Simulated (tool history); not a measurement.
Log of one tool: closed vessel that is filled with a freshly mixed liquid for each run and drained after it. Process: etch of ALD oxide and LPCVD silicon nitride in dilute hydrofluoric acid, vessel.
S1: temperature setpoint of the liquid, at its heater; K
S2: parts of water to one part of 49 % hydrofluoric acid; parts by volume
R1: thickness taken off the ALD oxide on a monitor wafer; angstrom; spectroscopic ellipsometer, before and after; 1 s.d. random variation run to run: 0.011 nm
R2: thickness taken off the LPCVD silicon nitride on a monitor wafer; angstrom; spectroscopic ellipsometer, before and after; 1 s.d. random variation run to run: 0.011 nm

Run 1, hour 0.0: S1 295.15 K, S2 230 parts by volume, time in the liquid (s) 325. Result: R1 89.762 angstrom, R2 5.5719 angstrom.
Run 2, hour 1.3: S1 295.15 K, S2 230 parts by volume, time in the liquid (s) 260. Result: R1 72.023 angstrom, R2 4.4236 angstrom.
Run 3, hour 8.8: S1 294.15 K, S2 265 parts by volume, time in the liquid (s) 260. Result: R1 57.919 angstrom, R2 3.9228 angstrom.
Run 4, hour 10.0: S1 294.15 K, S2 235 parts by volume, time in the liquid (s) 260. Result: R1 66.923 angstrom, R2 4.2503 angstrom.
Run 5, hour 18.2: S1 296.15 K, S2 235 parts by volume, time in the liquid (s) 260. Result: R1 72.267 angstrom, R2 4.7501 angstrom.
Run 6, hour 21.2: S1 294.65 K, S2 270 parts by volume, time in the liquid (s) 260. Result: R1 57.989 angstrom, R2 3.8095 angstrom.
Run 7, hour 26.7: S1 293.65 K, S2 300 parts by volume, time in the liquid (s) 260. Result: R1 48.989 angstrom, R2 3.2598 angstrom.
Run 8, hour 35.3: S1 292.65 K, S2 325 parts by volume, time in the liquid (s) 260. Result: R1 42.517 angstrom, R2 2.7339 angstrom.
Run 9, hour 41.9: S1 292.15 K, S2 345 parts by volume, time in the liquid (s) 260. Result: R1 38.356 angstrom, R2 2.7896 angstrom.
Run 10, hour 48.1: S1 291.65 K, S2 360 parts by volume, time in the liquid (s) 260. Result: R1 36.185 angstrom, R2 2.7355 angstrom.
Run 11, hour 49.3: S1 291.15 K, S2 370 parts by volume, time in the liquid (s) 255. Result: R1 33.505 angstrom, R2 2.2560 angstrom.
Run 12, hour 50.0: S1 291.15 K, S2 380 parts by volume, time in the liquid (s) 255. Result: R1 32.173 angstrom, R2 2.2262 angstrom.
Run 13, hour 55.6: S1 291.15 K, S2 385 parts by volume, time in the liquid (s) 255. Result: R1 31.888 angstrom, R2 1.8638 angstrom.
Run 14, hour 60.8: S1 291.15 K, S2 390 parts by volume, time in the liquid (s) 255. Result: R1 31.168 angstrom, R2 2.2758 angstrom.

Expected results for the next run?
Run 15, hour 66.7: S1 291.15 K, S2 395 parts by volume, time in the liquid (s) 255. Result: R1 ?, R2 ?.

R1: 30.449 angstrom
R2: 2.1743 angstrom

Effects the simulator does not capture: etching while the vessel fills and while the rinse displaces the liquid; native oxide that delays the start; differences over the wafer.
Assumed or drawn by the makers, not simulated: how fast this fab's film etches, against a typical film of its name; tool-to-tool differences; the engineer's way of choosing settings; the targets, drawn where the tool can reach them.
